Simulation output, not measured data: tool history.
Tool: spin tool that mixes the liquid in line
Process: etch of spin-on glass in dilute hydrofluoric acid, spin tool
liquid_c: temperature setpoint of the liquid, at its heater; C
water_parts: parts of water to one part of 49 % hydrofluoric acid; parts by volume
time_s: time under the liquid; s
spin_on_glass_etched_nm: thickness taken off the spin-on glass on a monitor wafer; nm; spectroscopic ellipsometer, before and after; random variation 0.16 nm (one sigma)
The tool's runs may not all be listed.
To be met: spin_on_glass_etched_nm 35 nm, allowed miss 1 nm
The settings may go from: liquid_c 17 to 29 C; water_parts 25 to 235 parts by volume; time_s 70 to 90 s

run 1 hour=0 | liquid_c=21 water_parts=130 time_s=90 | spin_on_glass_etched_nm=18.255
run 2 hour=3.3 | liquid_c=22.5 water_parts=125 time_s=90 | spin_on_glass_etched_nm=20.382
run 3 hour=7.3 | liquid_c=22.5 water_parts=150 time_s=90 | spin_on_glass_etched_nm=16.44
run 4 hour=11.6 | liquid_c=20 water_parts=150 time_s=90 | spin_on_glass_etched_nm=15.004
run 5 hour=17.9 | liquid_c=21.5 water_parts=140 time_s=90 | spin_on_glass_etched_nm=17.15
run 6 hour=25.2 | liquid_c=22.5 water_parts=130 time_s=90 | spin_on_glass_etched_nm=19.416
run 7 hour=27.2 | liquid_c=23.5 water_parts=120 time_s=90 | spin_on_glass_etched_nm=22.191
run 8 hour=33.6 | liquid_c=24.5 water_parts=115 time_s=90 | spin_on_glass_etched_nm=24.228
run 9 hour=41.1 | liquid_c=28.5 water_parts=90 time_s=90 | spin_on_glass_etched_nm=37.296
run 10 hour=47.7 | liquid_c=28 water_parts=90 time_s=90 | spin_on_glass_etched_nm=36.445

Which of these 4 next moves meets every target?
run A hour=54.3 | liquid_c=28.5 water_parts=95 time_s=90 | spin_on_glass_etched_nm=?
run B hour=54.3 | liquid_c=29 water_parts=90 time_s=90 | spin_on_glass_etched_nm=?
run C hour=54.3 | liquid_c=27.5 water_parts=80 time_s=80 | spin_on_glass_etched_nm=?
run D hour=54.3 | liquid_c=28 water_parts=70 time_s=70 | spin_on_glass_etched_nm=?

move=A spin_on_glass_etched_nm=35.107
move=B spin_on_glass_etched_nm=38.035
move=C spin_on_glass_etched_nm=36.399
move=D spin_on_glass_etched_nm=37.64
A: meets every target
B: further off than the last run
C: as far off as the last run
D: further off than the last run
Move A is the one to make.
